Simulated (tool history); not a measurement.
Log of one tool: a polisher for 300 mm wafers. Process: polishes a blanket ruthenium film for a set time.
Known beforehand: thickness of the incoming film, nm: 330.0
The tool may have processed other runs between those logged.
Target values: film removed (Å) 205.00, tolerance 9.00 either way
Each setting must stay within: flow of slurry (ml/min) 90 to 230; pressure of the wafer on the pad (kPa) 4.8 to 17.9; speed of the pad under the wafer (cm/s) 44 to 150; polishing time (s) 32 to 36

run,hour,flow of slurry (ml/min),pressure of the wafer on the pad (kPa),speed of the pad under the wafer (cm/s),polishing time (s),film removed (Å)
1,0.0,150,11.0,96,36,245.48
2,3.1,150,13.1,96,36,297.64
3,4.6,150,15.2,96,36,330.01
4,12.4,150,13.8,96,36,307.78
5,19.5,150,13.1,96,36,288.75
6,20.9,150,10.3,96,36,238.10
7,22.0,150,9.7,96,36,228.24
8,27.6,145,8.3,96,36,194.36

5 candidate next runs follow, results not yet known. Just one meets every target within its allowed miss. Identify it.
A,33.2,180,9.7,84,32,?
B,33.2,170,9.0,92,36,?
C,33.2,125,8.3,96,35,?
D,33.2,110,11.7,70,36,?
E,33.2,110,9.0,92,34,?

move,film removed (Å)
A,179.43
B,205.03
C,184.11
D,184.34
E,179.11
A: lands further from the targets than the last run did
B: hits every target within its allowed miss
C: lands further from the targets than the last run did
D: lands further from the targets than the last run did
E: lands further from the targets than the last run did
So the answer is move B, the one that meets all the targets.
